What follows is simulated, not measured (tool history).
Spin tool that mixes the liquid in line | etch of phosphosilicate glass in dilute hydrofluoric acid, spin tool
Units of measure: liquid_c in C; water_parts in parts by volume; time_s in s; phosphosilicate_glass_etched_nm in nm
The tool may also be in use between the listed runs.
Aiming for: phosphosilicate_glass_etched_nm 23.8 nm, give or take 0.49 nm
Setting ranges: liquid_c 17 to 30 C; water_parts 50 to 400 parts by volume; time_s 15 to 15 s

run	hour	liquid_c	water_parts	time_s	phosphosilicate_glass_etched_nm
1	0	22	225	15	8.859
2	4.3	19	225	15	7.9182
3	6.8	21	200	15	9.8984
4	11.2	21	200	15	9.8576
5	12.3	21	135	15	15.73
6	20.5	21	60	15	38.392
7	23.4	21	60	15	38.427
8	29.6	20	70	15	31.151
9	33.3	19.5	75	15	28.333
10	40.3	19	75	15	27.473
11	45.1	18.5	75	15	27.156
12	47.4	18	75	15	26.858
13	51.6	17.5	80	15	24.352

Consider the 4 candidate settings below. Which is the only one whose results all fall within their allowed miss of target?
A	55.8	18.5	85	15	?
B	55.8	17	85	15	?
C	55.8	17	75	15	?
D	55.8	17.5	85	15	?

move	phosphosilicate_glass_etched_nm
A	23.626
B	22.174
C	25.401
D	22.65
A: every result lands within tolerance
B: carries the result that was furthest off beyond its target, to the other side
C: misses by more than the last run did
D: carries the result that was furthest off beyond its target, to the other side
A is the move that brings every result within its allowed miss.
